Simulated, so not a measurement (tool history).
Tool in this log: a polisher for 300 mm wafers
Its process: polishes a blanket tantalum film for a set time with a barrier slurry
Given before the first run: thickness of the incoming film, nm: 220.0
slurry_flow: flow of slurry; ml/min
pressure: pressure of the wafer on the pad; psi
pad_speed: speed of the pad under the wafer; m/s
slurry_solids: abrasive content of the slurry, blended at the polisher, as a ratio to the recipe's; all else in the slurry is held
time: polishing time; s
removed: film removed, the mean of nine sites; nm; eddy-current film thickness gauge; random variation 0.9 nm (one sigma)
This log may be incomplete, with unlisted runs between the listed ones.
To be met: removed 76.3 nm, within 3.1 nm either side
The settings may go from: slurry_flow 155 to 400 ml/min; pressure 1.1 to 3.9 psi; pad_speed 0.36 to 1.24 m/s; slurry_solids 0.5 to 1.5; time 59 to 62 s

run	hour	slurry_flow	pressure	pad_speed	slurry_solids	time	removed
1	0	255	2.5	0.8	1	59	114.24
2	1.1	255	2.4	0.8	1	59	110.4
3	5.8	255	2.3	0.8	1	59	107.86
4	14.1	255	2.2	0.8	1	59	103.2
5	22.3	255	2.7	0.8	1	59	123.82
6	25.1	255	2.5	0.8	1	59	116.36
7	29.9	255	2.4	0.8	1	59	112.16
8	37.3	255	2.3	0.8	1	59	107.76

Consider the 4 candidate settings below. Which is the only one whose results all fall within their allowed miss of target?
A	44.7	355	1.8	0.76	0.95	59	?
B	44.7	245	1.8	0.76	1.05	59	?
C	44.7	245	2	0.72	0.95	59	?
D	44.7	175	2.9	0.64	0.65	59	?

move	removed
A	85.026
B	85.341
C	84.446
D	77.711
A: nearer the targets than the last run, but a result is still out of spec
B: nearer the targets than the last run, but a result is still out of spec
C: nearer the targets than the last run, but a result is still out of spec
D: all results land within tolerance of their targets
Move D is the one to make.
